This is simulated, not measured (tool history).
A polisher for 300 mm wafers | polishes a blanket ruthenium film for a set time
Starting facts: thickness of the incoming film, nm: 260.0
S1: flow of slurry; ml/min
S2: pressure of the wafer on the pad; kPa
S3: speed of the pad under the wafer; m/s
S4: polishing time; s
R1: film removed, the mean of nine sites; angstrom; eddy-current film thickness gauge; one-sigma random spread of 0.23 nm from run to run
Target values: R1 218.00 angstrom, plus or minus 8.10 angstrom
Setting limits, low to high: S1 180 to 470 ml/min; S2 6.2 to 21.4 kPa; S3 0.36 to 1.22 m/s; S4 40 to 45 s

{"run": 1, "day": 0.0, "S1": 300, "S2": 13.8, "S3": 0.78, "S4": 45, "R1": 367.59}
{"run": 2, "day": 0.046, "S1": 270, "S2": 13.8, "S3": 0.78, "S4": 45, "R1": 355.1}
{"run": 3, "day": 0.092, "S1": 315, "S2": 13.8, "S3": 0.78, "S4": 45, "R1": 368.62}
{"run": 4, "day": 0.388, "S1": 315, "S2": 11.0, "S3": 0.78, "S4": 45, "R1": 294.93}
{"run": 5, "day": 0.762, "S1": 265, "S2": 11.0, "S3": 0.78, "S4": 45, "R1": 287.8}
{"run": 6, "day": 0.833, "S1": 260, "S2": 10.3, "S3": 0.78, "S4": 45, "R1": 273.57}
{"run": 7, "day": 0.883, "S1": 260, "S2": 10.3, "S3": 0.78, "S4": 45, "R1": 275.82}
{"run": 8, "day": 1.238, "S1": 260, "S2": 9.7, "S3": 0.78, "S4": 45, "R1": 256.59}
{"run": 9, "day": 1.538, "S1": 260, "S2": 9.0, "S3": 0.78, "S4": 45, "R1": 238.25}

4 next moves are on the table. One of them brings every result within its allowed miss. Which?
{"run": "A", "day": 1.838, "S1": 190, "S2": 11.0, "S3": 0.82, "S4": 40, "R1": "?"}
{"run": "B", "day": 1.838, "S1": 260, "S2": 9.0, "S3": 0.74, "S4": 43, "R1": "?"}
{"run": "C", "day": 1.838, "S1": 280, "S2": 6.9, "S3": 0.9, "S4": 42, "R1": "?"}
{"run": "D", "day": 1.838, "S1": 235, "S2": 9.0, "S3": 0.64, "S4": 45, "R1": "?"}

move=A R1=262.00
move=B R1=218.45
move=C R1=202.88
move=D R1=196.21
A: lands further from the targets than the last run did
B: every result lands within tolerance
C: pushes the last run's worst result past its target
D: pushes the last run's worst result past its target
Move B is the one to make.
